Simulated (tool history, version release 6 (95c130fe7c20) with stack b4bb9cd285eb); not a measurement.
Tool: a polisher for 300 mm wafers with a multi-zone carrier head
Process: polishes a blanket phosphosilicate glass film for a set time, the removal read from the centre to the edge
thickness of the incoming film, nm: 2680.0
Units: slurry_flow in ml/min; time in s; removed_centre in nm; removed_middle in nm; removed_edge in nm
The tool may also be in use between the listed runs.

Run 1, hour 0.0: slurry_flow 290 ml/min, centre_zone 1.00, middle_zone 1.00, edge_zone 1.00, slurry_solids 1.00, time 43 s. Result: removed_centre 288.04 nm, removed_middle 320.17 nm, removed_edge 324.28 nm.
Run 2, hour 4.5: slurry_flow 290 ml/min, centre_zone 1.05, middle_zone 1.00, edge_zone 1.00, slurry_solids 1.00, time 43 s. Result: removed_centre 297.30 nm, removed_middle 312.86 nm, removed_edge 325.32 nm.
Run 3, hour 10.1: slurry_flow 300 ml/min, centre_zone 1.07, middle_zone 1.02, edge_zone 1.03, slurry_solids 1.10, time 43 s. Result: removed_centre 321.09 nm, removed_middle 339.04 nm, removed_edge 343.68 nm.
Run 4, hour 14.0: slurry_flow 300 ml/min, centre_zone 1.07, middle_zone 1.02, edge_zone 0.96, slurry_solids 1.10, time 43 s. Result: removed_centre 321.15 nm, removed_middle 340.02 nm, removed_edge 333.94 nm.
Run 5, hour 20.9: slurry_flow 300 ml/min, centre_zone 1.07, middle_zone 1.08, edge_zone 0.96, slurry_solids 1.10, time 43 s. Result: removed_centre 318.19 nm, removed_middle 350.59 nm, removed_edge 335.83 nm.
Run 6, hour 27.4: slurry_flow 295 ml/min, centre_zone 1.08, middle_zone 1.06, edge_zone 1.01, slurry_solids 1.15, time 43 s. Result: removed_centre 326.93 nm, removed_middle 348.49 nm, removed_edge 349.56 nm.

Forecast run 7:
At hour 29.9: centre zone pressure recalibrated.
Run 7, hour 29.9: slurry_flow 300 ml/min, centre_zone 1.09, middle_zone 1.06, edge_zone 1.04, slurry_solids 1.20, time 43 s. Result: removed_centre ?, removed_middle ?, removed_edge ?.

removed_centre: 383.97 nm
removed_middle: 360.45 nm
removed_edge: 357.03 nm

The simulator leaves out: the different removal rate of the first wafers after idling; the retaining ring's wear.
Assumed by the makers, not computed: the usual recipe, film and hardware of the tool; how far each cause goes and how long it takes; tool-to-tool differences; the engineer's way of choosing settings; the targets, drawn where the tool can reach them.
